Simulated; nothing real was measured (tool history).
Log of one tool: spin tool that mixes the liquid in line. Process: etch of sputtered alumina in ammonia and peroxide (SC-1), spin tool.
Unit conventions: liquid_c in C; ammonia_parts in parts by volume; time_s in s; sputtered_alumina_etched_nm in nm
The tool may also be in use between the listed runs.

run  hour  liquid_c  ammonia_parts  time_s  sputtered_alumina_etched_nm
  1     0        58            0.6      80                       12.545
  2   3.4        58            0.6      80                        12.38
  3   5.3        58            0.6      80                       12.322
  4    10        58            0.8      80                       12.637
  5  15.6        58           0.95      80                       13.095
  6    19        58            1.1      80                       13.146

The next listed run, before its measurement:
  7  25.5      59.5            1.1      80                            ?

Run 7 came out at sputtered_alumina_etched_nm 14.325 nm.

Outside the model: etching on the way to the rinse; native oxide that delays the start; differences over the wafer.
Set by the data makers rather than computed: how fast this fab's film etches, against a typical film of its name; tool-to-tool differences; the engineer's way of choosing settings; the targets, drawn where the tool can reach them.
